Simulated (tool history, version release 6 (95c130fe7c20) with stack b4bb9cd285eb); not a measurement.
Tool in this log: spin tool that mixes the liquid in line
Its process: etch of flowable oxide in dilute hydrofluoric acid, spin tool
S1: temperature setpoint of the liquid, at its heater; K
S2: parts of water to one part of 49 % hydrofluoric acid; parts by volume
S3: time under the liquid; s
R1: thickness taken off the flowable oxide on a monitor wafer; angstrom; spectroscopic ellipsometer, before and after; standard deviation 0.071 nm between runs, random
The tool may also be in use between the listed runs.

run  hour      S1   S2  S3      R1
  1   0.0  297.15  210  15  33.336
  2   3.6  300.65  210  15  37.574
  3   5.7  300.65  210  15  37.336
  4  12.3  303.65  210  15  41.771
  5  13.7  301.15  210  15  38.839
  6  18.2  304.15  210  15  42.325

What will run 7 give?
  7  24.9  304.15  195  15   ?

For run 7 the tool returned R1 45.758 angstrom.
